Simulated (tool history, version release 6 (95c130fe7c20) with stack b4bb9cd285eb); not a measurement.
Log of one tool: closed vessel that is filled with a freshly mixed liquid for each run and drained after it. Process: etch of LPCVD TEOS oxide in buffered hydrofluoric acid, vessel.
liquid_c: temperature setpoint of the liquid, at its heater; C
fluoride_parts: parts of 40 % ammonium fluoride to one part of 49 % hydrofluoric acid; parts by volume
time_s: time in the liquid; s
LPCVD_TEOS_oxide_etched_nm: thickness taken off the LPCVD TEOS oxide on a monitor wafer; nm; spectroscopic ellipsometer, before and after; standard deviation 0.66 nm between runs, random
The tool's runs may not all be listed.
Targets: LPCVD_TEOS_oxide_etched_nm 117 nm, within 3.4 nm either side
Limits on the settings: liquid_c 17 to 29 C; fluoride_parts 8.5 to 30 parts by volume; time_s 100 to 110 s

run	hour	liquid_c	fluoride_parts	time_s	LPCVD_TEOS_oxide_etched_nm
1	0	21	23	100	140.82
2	3.9	21	18	100	171.51
3	7.5	20	19.5	100	149.6
4	10.8	20	19.5	110	164.85
5	17.7	19	20.5	110	148.88
6	21.3	19	18	110	167.71
7	24.3	18.5	19.5	110	151.02
8	26.8	18	20.5	110	142.96
9	30.5	17	26	110	112.64

Of the 4 settings listed for the next run, only one would bring every result within its allowed miss of target. Which one?
A	34.2	17.5	26	105	?
B	34.2	17	27.5	110	?
C	34.2	17	26	105	?
D	34.2	17	21.5	100	?

move	LPCVD_TEOS_oxide_etched_nm
A	111.73
B	109.41
C	108.58
D	117.95
A: misses by more than the last run did
B: misses by more than the last run did
C: misses by more than the last run did
D: in spec on every target
The right move is D.
